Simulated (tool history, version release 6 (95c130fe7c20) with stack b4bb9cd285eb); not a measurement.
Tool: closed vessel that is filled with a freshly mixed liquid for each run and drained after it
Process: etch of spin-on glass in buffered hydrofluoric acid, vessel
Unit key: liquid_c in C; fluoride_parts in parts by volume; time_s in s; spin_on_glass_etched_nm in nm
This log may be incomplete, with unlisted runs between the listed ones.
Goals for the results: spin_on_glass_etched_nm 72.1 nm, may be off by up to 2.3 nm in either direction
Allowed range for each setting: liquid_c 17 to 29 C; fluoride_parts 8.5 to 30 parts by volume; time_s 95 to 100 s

run 1 day=0 | liquid_c=21 fluoride_parts=23 time_s=95 | spin_on_glass_etched_nm=98.387
run 2 day=0.058 | liquid_c=19.5 fluoride_parts=23 time_s=95 | spin_on_glass_etched_nm=90.676
run 3 day=0.25 | liquid_c=19 fluoride_parts=24 time_s=95 | spin_on_glass_etched_nm=86.056
run 4 day=0.362 | liquid_c=19 fluoride_parts=24 time_s=100 | spin_on_glass_etched_nm=88.953
run 5 day=0.504 | liquid_c=19 fluoride_parts=20 time_s=100 | spin_on_glass_etched_nm=102.1
run 6 day=0.542 | liquid_c=17.5 fluoride_parts=20 time_s=100 | spin_on_glass_etched_nm=92.815
run 7 day=0.858 | liquid_c=17.5 fluoride_parts=22 time_s=100 | spin_on_glass_etched_nm=86.843
run 8 day=0.912 | liquid_c=17.5 fluoride_parts=23 time_s=100 | spin_on_glass_etched_nm=84.421
run 9 day=1.25 | liquid_c=17.5 fluoride_parts=24 time_s=100 | spin_on_glass_etched_nm=81.379
run 10 day=1.483 | liquid_c=17.5 fluoride_parts=24.5 time_s=100 | spin_on_glass_etched_nm=81.444
run 11 day=1.542 | liquid_c=17.5 fluoride_parts=24.5 time_s=100 | spin_on_glass_etched_nm=80.115
run 12 day=1.821 | liquid_c=17.5 fluoride_parts=25 time_s=100 | spin_on_glass_etched_nm=81.129
run 13 day=1.971 | liquid_c=17.5 fluoride_parts=26 time_s=100 | spin_on_glass_etched_nm=78.713
run 14 day=2.067 | liquid_c=17.5 fluoride_parts=26.5 time_s=100 | spin_on_glass_etched_nm=77.248
run 15 day=2.146 | liquid_c=17.5 fluoride_parts=27 time_s=100 | spin_on_glass_etched_nm=75.352

Exactly one of the 5 candidate moves below puts every result within its allowed miss. Which one?
run A day=2.225 | liquid_c=17 fluoride_parts=21.5 time_s=95 | spin_on_glass_etched_nm=?
run B day=2.225 | liquid_c=17 fluoride_parts=26 time_s=95 | spin_on_glass_etched_nm=?
run C day=2.225 | liquid_c=17.5 fluoride_parts=23.5 time_s=95 | spin_on_glass_etched_nm=?
run D day=2.225 | liquid_c=17.5 fluoride_parts=25 time_s=95 | spin_on_glass_etched_nm=?
run E day=2.225 | liquid_c=19.5 fluoride_parts=30 time_s=100 | spin_on_glass_etched_nm=?

move=A spin_on_glass_etched_nm=82.446
move=B spin_on_glass_etched_nm=72.283
move=C spin_on_glass_etched_nm=79.777
move=D spin_on_glass_etched_nm=76.432
move=E spin_on_glass_etched_nm=79.454
A: further off than the last run
B: meets every target
C: further off than the last run
D: further off than the last run
E: further off than the last run
So the answer is move B, the one that meets all the targets.
